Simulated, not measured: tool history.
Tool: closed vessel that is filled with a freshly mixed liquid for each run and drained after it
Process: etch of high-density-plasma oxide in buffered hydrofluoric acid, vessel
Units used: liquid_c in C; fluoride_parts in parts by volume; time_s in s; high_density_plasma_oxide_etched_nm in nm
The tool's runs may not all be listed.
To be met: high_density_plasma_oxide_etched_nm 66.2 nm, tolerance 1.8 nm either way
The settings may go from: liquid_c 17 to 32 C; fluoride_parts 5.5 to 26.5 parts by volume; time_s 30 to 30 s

| run | hour | liquid_c | fluoride_parts | time_s | high_density_plasma_oxide_etched_nm |
|---|---|---|---|---|---|
| 1 | 0 | 25 | 16 | 30 | 30.744 |
| 2 | 6.1 | 23.5 | 16 | 30 | 28.559 |
| 3 | 14.9 | 26.5 | 13.5 | 30 | 40.372 |
| 4 | 23.7 | 28.5 | 12.5 | 30 | 47.44 |
| 5 | 30 | 31 | 12.5 | 30 | 54.436 |
| 6 | 34 | 32 | 12.5 | 30 | 57.547 |
| 7 | 37.4 | 32 | 12 | 30 | 59.34 |
| 8 | 45.8 | 32 | 11.5 | 30 | 61.747 |

4 candidate next runs follow, results not yet known. Just one meets every target within its allowed miss. Identify it.
| A | 54.2 | 31 | 11 | 30 | ? |
| B | 54.2 | 31.5 | 11.5 | 30 | ? |
| C | 54.2 | 30.5 | 10.5 | 30 | ? |
| D | 54.2 | 28.5 | 8.5 | 30 | ? |

| move | high_density_plasma_oxide_etched_nm |
|---|---|
| A | 61.969 |
| B | 60.909 |
| C | 63.168 |
| D | 67.367 |
A: just as far off the targets as the last run
B: misses by more than the last run did
C: closer than the last run, but not yet in spec
D: every result lands within tolerance
Answer: D
